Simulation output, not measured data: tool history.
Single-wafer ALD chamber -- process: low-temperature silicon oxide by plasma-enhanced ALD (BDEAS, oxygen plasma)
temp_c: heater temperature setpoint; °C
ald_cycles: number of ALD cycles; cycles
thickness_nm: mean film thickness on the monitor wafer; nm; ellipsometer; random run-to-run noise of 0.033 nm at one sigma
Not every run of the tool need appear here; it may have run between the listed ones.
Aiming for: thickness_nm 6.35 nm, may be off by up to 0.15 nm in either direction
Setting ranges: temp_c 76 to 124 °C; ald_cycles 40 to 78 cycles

run  hour  temp_c  ald_cycles  thickness_nm
  1     0     100          59        7.7264
  2   9.1     104          59        7.6311
  3    15     114          59        7.5435
  4  22.3     114          55        7.0629
  5  27.9     114          54        6.8437
  6  32.8     114          61        7.7973
  7  38.7     114          59        7.5482
  8    47     114          57         7.365
  9  49.1     119          48        6.0674
 10    57     118          49        6.1339

Which one of the following 4 next-run settings gets every result inside its allowed miss? There is exactly one.
  A  64.9     121          47             ?
  B  64.9     117          53             ?
  C  64.9     103          49             ?
  D  64.9     114          53             ?

move  thickness_nm
   A        5.8402
   B        6.6424
   C        6.3245
   D        6.6849
A: the biggest miss grows against the last run
B: carries the result that was furthest off beyond its target, to the other side
C: all results in spec
D: carries the result that was furthest off beyond its target, to the other side
Answer: C
